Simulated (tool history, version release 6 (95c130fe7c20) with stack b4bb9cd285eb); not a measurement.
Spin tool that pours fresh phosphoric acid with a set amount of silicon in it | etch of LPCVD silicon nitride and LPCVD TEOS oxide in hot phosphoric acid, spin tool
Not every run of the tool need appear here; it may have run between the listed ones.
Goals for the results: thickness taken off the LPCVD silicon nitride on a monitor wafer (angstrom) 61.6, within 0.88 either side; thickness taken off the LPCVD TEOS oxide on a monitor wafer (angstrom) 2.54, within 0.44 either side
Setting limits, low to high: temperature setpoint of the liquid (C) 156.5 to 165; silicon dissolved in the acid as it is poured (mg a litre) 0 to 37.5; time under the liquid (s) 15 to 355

run,hour,temperature setpoint of the liquid (C),silicon dissolved in the acid as it is poured (mg a litre),time under the liquid (s),thickness taken off the LPCVD silicon nitride on a monitor wafer (angstrom),thickness taken off the LPCVD TEOS oxide on a monitor wafer (angstrom)
1,0,160,16.5,180,157.62,6.1007
2,6.2,158.5,16.5,180,149.48,6.3122
3,14.8,156.5,16.5,180,139.79,4.863
4,18,156.5,15,145,112.53,4.2929
5,23,158.5,15,145,120.67,4.6867
6,26.3,158,13,120,98.855,3.8387
7,34.9,157.5,11,105,84.302,3.264
# hour 39: thermometer replaced
8,39,157,9,100,72.866,2.7175
9,41.6,157,7.5,100,73.156,2.9337
10,46.7,157,7.5,100,72.613,2.7998
11,51.8,157,7.5,100,73.412,3.0483
12,57.1,157,6,100,73.192,3.1012
13,59.5,157,5.5,95,69.779,3.0544

Which single option among these 4 for the next run brings every result within its allowed miss of target? Just one does.
A,61.9,156.5,13.5,110,?,?
B,61.9,158.5,8.5,80,?,?
C,61.9,157,18,115,?,?
D,61.9,158.5,18,95,?,?

move,thickness taken off the LPCVD silicon nitride on a monitor wafer (angstrom),thickness taken off the LPCVD TEOS oxide on a monitor wafer (angstrom)
A,79.859,2.7093
B,62.163,2.5649
C,84.924,2.6221
D,73.819,2.4235
A: lands further from the targets than the last run did
B: every result lands within tolerance
C: lands further from the targets than the last run did
D: lands further from the targets than the last run did
The move that meets every target is B.
